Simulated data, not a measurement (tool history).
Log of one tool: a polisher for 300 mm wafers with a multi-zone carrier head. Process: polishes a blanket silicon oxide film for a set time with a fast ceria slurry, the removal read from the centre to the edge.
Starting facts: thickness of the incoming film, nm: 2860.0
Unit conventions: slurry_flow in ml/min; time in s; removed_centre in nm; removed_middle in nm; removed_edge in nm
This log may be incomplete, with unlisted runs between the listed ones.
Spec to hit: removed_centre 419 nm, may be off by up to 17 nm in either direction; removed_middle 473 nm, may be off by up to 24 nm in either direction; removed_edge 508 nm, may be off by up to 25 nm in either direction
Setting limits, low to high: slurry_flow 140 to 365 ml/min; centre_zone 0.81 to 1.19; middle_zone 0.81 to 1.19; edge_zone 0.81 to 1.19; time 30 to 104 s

Run 1, hour 0: slurry_flow 235 ml/min, centre_zone 1, middle_zone 1, edge_zone 1, time 67 s. Result: removed_centre 938.67 nm, removed_middle 950.49 nm, removed_edge 950.66 nm.
Run 2, hour 5: slurry_flow 205 ml/min, centre_zone 0.94, middle_zone 0.97, edge_zone 0.98, time 55 s. Result: removed_centre 692.38 nm, removed_middle 772.02 nm, removed_edge 744.45 nm.
Run 3, hour 7: slurry_flow 200 ml/min, centre_zone 0.92, middle_zone 0.92, edge_zone 1, time 47 s. Result: removed_centre 580.62 nm, removed_middle 623.65 nm, removed_edge 653.54 nm.
Run 4, hour 7.9: slurry_flow 195 ml/min, centre_zone 0.89, middle_zone 0.9, edge_zone 0.98, time 43 s. Result: removed_centre 513.79 nm, removed_middle 538.05 nm, removed_edge 587.87 nm.
Run 5, hour 15.3: slurry_flow 195 ml/min, centre_zone 0.89, middle_zone 0.85, edge_zone 0.98, time 43 s. Result: removed_centre 505.97 nm, removed_middle 525.16 nm, removed_edge 584.8 nm.
Run 6, hour 22.2: slurry_flow 185 ml/min, centre_zone 0.86, middle_zone 0.86, edge_zone 0.96, time 42 s. Result: removed_centre 472.78 nm, removed_middle 527.91 nm, removed_edge 583.72 nm.
Run 7, hour 31: slurry_flow 185 ml/min, centre_zone 0.86, middle_zone 0.86, edge_zone 0.95, time 40 s. Result: removed_centre 448.18 nm, removed_middle 502.96 nm, removed_edge 536.33 nm.
Run 8, hour 36.5: slurry_flow 185 ml/min, centre_zone 0.86, middle_zone 0.86, edge_zone 0.95, time 40 s. Result: removed_centre 455.78 nm, removed_middle 485.87 nm, removed_edge 550.49 nm.
Run 9, hour 44.3: slurry_flow 185 ml/min, centre_zone 0.85, middle_zone 0.88, edge_zone 0.92, time 39 s. Result: removed_centre 442.15 nm, removed_middle 488.35 nm, removed_edge 521.46 nm.

Which one of the following 4 next-run settings gets every result inside its allowed miss? There is exactly one.
Run A, hour 52.1: slurry_flow 225 ml/min, centre_zone 0.89, middle_zone 0.81, edge_zone 1.08, time 35 s. Result: removed_centre ?, removed_middle ?, removed_edge ?.
Run B, hour 52.1: slurry_flow 210 ml/min, centre_zone 0.98, middle_zone 0.96, edge_zone 0.81, time 35 s. Result: removed_centre ?, removed_middle ?, removed_edge ?.
Run C, hour 52.1: slurry_flow 215 ml/min, centre_zone 1.01, middle_zone 0.85, edge_zone 0.91, time 34 s. Result: removed_centre ?, removed_middle ?, removed_edge ?.
Run D, hour 52.1: slurry_flow 210 ml/min, centre_zone 0.84, middle_zone 0.88, edge_zone 0.95, time 37 s. Result: removed_centre ?, removed_middle ?, removed_edge ?.

move  removed_centre  removed_middle  removed_edge
   A          429.86          426.43        506.78
   B           468.8          482.42        455.85
   C          470.99          427.01        461.34
   D          424.01           476.2        507.75
A: brings the result that was furthest off to its target, and leaves another outside
B: further off than the last run
C: further off than the last run
D: all results in spec
So the answer is move D, the one that meets all the targets.
